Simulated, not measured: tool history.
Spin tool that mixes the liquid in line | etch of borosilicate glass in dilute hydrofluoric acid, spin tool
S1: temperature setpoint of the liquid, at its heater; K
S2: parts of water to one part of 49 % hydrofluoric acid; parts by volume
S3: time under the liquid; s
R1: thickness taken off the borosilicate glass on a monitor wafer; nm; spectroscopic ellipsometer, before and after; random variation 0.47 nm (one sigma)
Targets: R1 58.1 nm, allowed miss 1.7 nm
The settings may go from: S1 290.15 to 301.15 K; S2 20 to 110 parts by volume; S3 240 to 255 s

Run 1, hour 0: S1 293.15 K, S2 60 parts by volume, S3 240 s. Result: R1 102.64 nm.
Run 2, hour 6.7: S1 293.15 K, S2 60 parts by volume, S3 240 s. Result: R1 101.87 nm.
Run 3, hour 12.4: S1 290.15 K, S2 60 parts by volume, S3 240 s. Result: R1 90.61 nm.
Run 4, hour 16.8: S1 293.15 K, S2 60 parts by volume, S3 240 s. Result: R1 102.35 nm.
Run 5, hour 19: S1 294.65 K, S2 60 parts by volume, S3 240 s. Result: R1 108.05 nm.
Run 6, hour 22.3: S1 296.65 K, S2 60 parts by volume, S3 240 s. Result: R1 117.33 nm.
Run 7, hour 28.1: S1 294.65 K, S2 70 parts by volume, S3 240 s. Result: R1 92.69 nm.
Run 8, hour 34.8: S1 293.15 K, S2 75 parts by volume, S3 240 s. Result: R1 81.337 nm.
Run 9, hour 37: S1 292.15 K, S2 80 parts by volume, S3 240 s. Result: R1 71.983 nm.
Run 10, hour 41.4: S1 291.65 K, S2 85 parts by volume, S3 240 s. Result: R1 66.144 nm.

Which of these 5 next moves meets every target?
Run A, hour 45.8: S1 290.15 K, S2 95 parts by volume, S3 240 s. Result: R1 ?.
Run B, hour 45.8: S1 293.15 K, S2 75 parts by volume, S3 240 s. Result: R1 ?.
Run C, hour 45.8: S1 290.65 K, S2 100 parts by volume, S3 245 s. Result: R1 ?.
Run D, hour 45.8: S1 292.65 K, S2 90 parts by volume, S3 255 s. Result: R1 ?.
Run E, hour 45.8: S1 290.15 K, S2 90 parts by volume, S3 240 s. Result: R1 ?.

move      R1
   A  54.714
   B   80.37
   C  53.908
   D  68.513
   E  58.058
A: takes the result that was furthest off past its target
B: further off than the last run
C: takes the result that was furthest off past its target
D: further off than the last run
E: meets every target
The right move is E.

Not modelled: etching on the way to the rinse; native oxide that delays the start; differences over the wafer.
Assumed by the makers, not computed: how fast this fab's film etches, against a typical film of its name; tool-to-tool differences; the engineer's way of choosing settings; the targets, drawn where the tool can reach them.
